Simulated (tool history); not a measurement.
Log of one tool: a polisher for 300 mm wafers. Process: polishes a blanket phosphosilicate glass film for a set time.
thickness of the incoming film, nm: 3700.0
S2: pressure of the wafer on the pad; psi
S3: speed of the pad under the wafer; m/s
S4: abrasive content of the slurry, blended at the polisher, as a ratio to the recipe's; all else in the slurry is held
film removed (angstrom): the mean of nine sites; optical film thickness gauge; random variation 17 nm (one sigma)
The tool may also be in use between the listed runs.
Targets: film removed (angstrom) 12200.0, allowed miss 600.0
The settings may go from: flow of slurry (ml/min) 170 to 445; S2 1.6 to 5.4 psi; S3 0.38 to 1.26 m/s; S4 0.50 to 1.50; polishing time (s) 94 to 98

Run 1, hour 0.0: flow of slurry (ml/min) 285, S2 3.5 psi, S3 0.82 m/s, S4 1.00, polishing time (s) 94. Result: film removed (angstrom) 7405.9.
Run 2, hour 2.9: flow of slurry (ml/min) 285, S2 3.8 psi, S3 0.82 m/s, S4 1.00, polishing time (s) 94. Result: film removed (angstrom) 8070.6.
Run 3, hour 4.0: flow of slurry (ml/min) 250, S2 3.8 psi, S3 0.82 m/s, S4 1.00, polishing time (s) 94. Result: film removed (angstrom) 8131.0.
Run 4, hour 8.6: flow of slurry (ml/min) 250, S2 4.0 psi, S3 0.82 m/s, S4 1.00, polishing time (s) 94. Result: film removed (angstrom) 8478.0.
Run 5, hour 10.4: flow of slurry (ml/min) 250, S2 4.0 psi, S3 0.74 m/s, S4 1.00, polishing time (s) 94. Result: film removed (angstrom) 7578.2.
Run 6, hour 14.8: flow of slurry (ml/min) 250, S2 4.0 psi, S3 0.74 m/s, S4 0.90, polishing time (s) 94. Result: film removed (angstrom) 7250.2.
Run 7, hour 21.0: flow of slurry (ml/min) 250, S2 4.2 psi, S3 0.76 m/s, S4 0.90, polishing time (s) 94. Result: film removed (angstrom) 7921.8.
Run 8, hour 22.2: flow of slurry (ml/min) 250, S2 4.4 psi, S3 0.78 m/s, S4 0.90, polishing time (s) 94. Result: film removed (angstrom) 8643.9.
Run 9, hour 28.0: flow of slurry (ml/min) 250, S2 5.4 psi, S3 0.84 m/s, S4 0.90, polishing time (s) 94. Result: film removed (angstrom) 11096.0.
Run 10, hour 31.1: flow of slurry (ml/min) 250, S2 5.4 psi, S3 0.86 m/s, S4 0.90, polishing time (s) 94. Result: film removed (angstrom) 11089.0.
Run 11, hour 35.8: flow of slurry (ml/min) 250, S2 5.4 psi, S3 0.86 m/s, S4 0.90, polishing time (s) 94. Result: film removed (angstrom) 11247.0.
Run 12, hour 42.3: flow of slurry (ml/min) 250, S2 5.4 psi, S3 0.88 m/s, S4 0.90, polishing time (s) 94. Result: film removed (angstrom) 11290.0.
Run 13, hour 46.5: flow of slurry (ml/min) 250, S2 5.4 psi, S3 0.90 m/s, S4 0.90, polishing time (s) 94. Result: film removed (angstrom) 11436.0.

5 next moves are on the table. One of them brings every result within its allowed miss. Which?
Run A, hour 50.7: flow of slurry (ml/min) 250, S2 5.0 psi, S3 0.92 m/s, S4 0.80, polishing time (s) 94. Result: film removed (angstrom) ?.
Run B, hour 50.7: flow of slurry (ml/min) 300, S2 5.4 psi, S3 0.78 m/s, S4 0.90, polishing time (s) 98. Result: film removed (angstrom) ?.
Run C, hour 50.7: flow of slurry (ml/min) 255, S2 5.1 psi, S3 0.94 m/s, S4 1.00, polishing time (s) 96. Result: film removed (angstrom) ?.
Run D, hour 50.7: flow of slurry (ml/min) 255, S2 5.3 psi, S3 0.88 m/s, S4 0.80, polishing time (s) 95. Result: film removed (angstrom) ?.
Run E, hour 50.7: flow of slurry (ml/min) 315, S2 5.3 psi, S3 0.80 m/s, S4 0.75, polishing time (s) 98. Result: film removed (angstrom) ?.

move  film removed (angstrom)
   A                  10256.0
   B                  10946.0
   C                  12058.0
   D                  10638.0
   E                  10039.0
A: further off than the last run
B: further off than the last run
C: meets every target
D: further off than the last run
E: further off than the last run
The right move is C.
